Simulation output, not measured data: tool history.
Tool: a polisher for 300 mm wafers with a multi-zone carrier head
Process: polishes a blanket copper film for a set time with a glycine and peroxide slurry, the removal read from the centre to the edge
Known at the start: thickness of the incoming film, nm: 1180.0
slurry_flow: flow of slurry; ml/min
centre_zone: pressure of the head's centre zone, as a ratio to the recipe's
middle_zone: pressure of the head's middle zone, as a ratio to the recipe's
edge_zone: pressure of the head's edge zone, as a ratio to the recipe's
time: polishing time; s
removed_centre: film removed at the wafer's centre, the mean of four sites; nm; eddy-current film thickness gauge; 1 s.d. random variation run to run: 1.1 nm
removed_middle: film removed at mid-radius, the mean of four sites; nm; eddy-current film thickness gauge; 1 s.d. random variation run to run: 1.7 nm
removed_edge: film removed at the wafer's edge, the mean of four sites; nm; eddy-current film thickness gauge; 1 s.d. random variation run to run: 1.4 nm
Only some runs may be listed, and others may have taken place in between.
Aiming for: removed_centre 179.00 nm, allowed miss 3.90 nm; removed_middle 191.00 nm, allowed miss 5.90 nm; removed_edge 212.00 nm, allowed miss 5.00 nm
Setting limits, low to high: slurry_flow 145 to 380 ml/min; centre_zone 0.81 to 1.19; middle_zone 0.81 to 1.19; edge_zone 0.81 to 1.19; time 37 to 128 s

| run | hour | slurry_flow | centre_zone | middle_zone | edge_zone | time | removed_centre | removed_middle | removed_edge |
|---|---|---|---|---|---|---|---|---|---|
| 1 | 0.0 | 245 | 1.00 | 1.00 | 1.00 | 82 | 334.21 | 331.90 | 344.47 |
| 2 | 1.0 | 270 | 1.00 | 1.00 | 1.00 | 82 | 339.53 | 338.09 | 350.47 |
| 3 | 6.9 | 240 | 0.94 | 0.96 | 0.96 | 72 | 280.45 | 281.30 | 294.86 |
| 4 | 10.3 | 240 | 0.94 | 0.96 | 0.89 | 72 | 277.77 | 285.46 | 286.75 |
| 5 | 17.0 | 240 | 0.99 | 0.96 | 0.89 | 72 | 291.76 | 283.30 | 287.19 |
| 6 | 24.0 | 240 | 0.99 | 0.96 | 0.85 | 72 | 296.02 | 283.32 | 279.45 |
| 7 | 25.4 | 220 | 0.93 | 0.93 | 0.86 | 65 | 246.80 | 250.19 | 251.65 |
| 8 | 33.1 | 200 | 0.89 | 0.89 | 0.88 | 62 | 216.24 | 224.01 | 238.19 |
| 9 | 34.5 | 185 | 0.87 | 0.86 | 0.87 | 61 | 209.00 | 215.13 | 230.12 |
| 10 | 38.4 | 175 | 0.85 | 0.85 | 0.87 | 60 | 200.98 | 204.48 | 226.86 |
| 11 | 41.1 | 175 | 0.85 | 0.85 | 0.87 | 60 | 197.49 | 203.67 | 227.50 |
| 12 | 47.8 | 170 | 0.84 | 0.85 | 0.85 | 59 | 192.59 | 202.91 | 218.79 |

Which of these 5 next moves meets every target?
| A | 54.5 | 155 | 0.99 | 0.87 | 0.83 | 59 | ? | ? | ? |
| B | 54.5 | 205 | 0.92 | 0.90 | 0.91 | 52 | ? | ? | ? |
| C | 54.5 | 170 | 0.82 | 0.84 | 0.86 | 57 | ? | ? | ? |
| D | 54.5 | 270 | 0.83 | 0.99 | 0.88 | 53 | ? | ? | ? |
| E | 54.5 | 165 | 0.91 | 0.91 | 0.82 | 59 | ? | ? | ? |

| move | removed_centre | removed_middle | removed_edge |
|---|---|---|---|
| A | 220.85 | 201.79 | 215.11 |
| B | 192.66 | 192.71 | 205.41 |
| C | 181.93 | 193.68 | 214.24 |
| D | 185.58 | 220.03 | 211.84 |
| E | 206.82 | 211.96 | 215.97 |
A: its largest miss is bigger than the last run's
B: about as far from the targets as the last run
C: in spec on every target
D: its largest miss is bigger than the last run's
E: its largest miss is bigger than the last run's
So the answer is move C, the one that meets all the targets.

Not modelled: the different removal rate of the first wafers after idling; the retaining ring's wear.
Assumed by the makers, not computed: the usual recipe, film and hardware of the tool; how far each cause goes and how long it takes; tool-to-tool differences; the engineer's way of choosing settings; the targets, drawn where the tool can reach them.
